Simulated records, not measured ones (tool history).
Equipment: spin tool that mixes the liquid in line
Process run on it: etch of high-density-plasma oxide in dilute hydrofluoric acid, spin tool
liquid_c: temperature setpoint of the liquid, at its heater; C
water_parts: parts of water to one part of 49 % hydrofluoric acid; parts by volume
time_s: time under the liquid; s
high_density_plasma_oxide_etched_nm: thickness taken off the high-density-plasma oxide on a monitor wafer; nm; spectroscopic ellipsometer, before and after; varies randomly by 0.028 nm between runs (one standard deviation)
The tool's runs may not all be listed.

run  hour  liquid_c  water_parts  time_s  high_density_plasma_oxide_etched_nm
  1   0.0      24.0          275     280                               4.5217
  2   3.5      23.0          295     280                               4.0067
  3   7.0      21.0          295     280                               3.8073
  4  13.4      21.0          230     280                               5.1517
  5  18.0      19.5          230     280                               4.8364
  6  23.7      19.5          310     280                               3.2980
  7  29.9      19.0          325     280                               3.1316
  8  37.9      18.5          340     280                               2.8308
  9  42.2      18.5          350     280                               2.7474
 10  43.0      18.5          360     280                               2.7264

Run 11 has not been measured yet. What should we expect?
 11  45.4      18.5          370     280                                    ?

high_density_plasma_oxide_etched_nm: 2.5503 nm
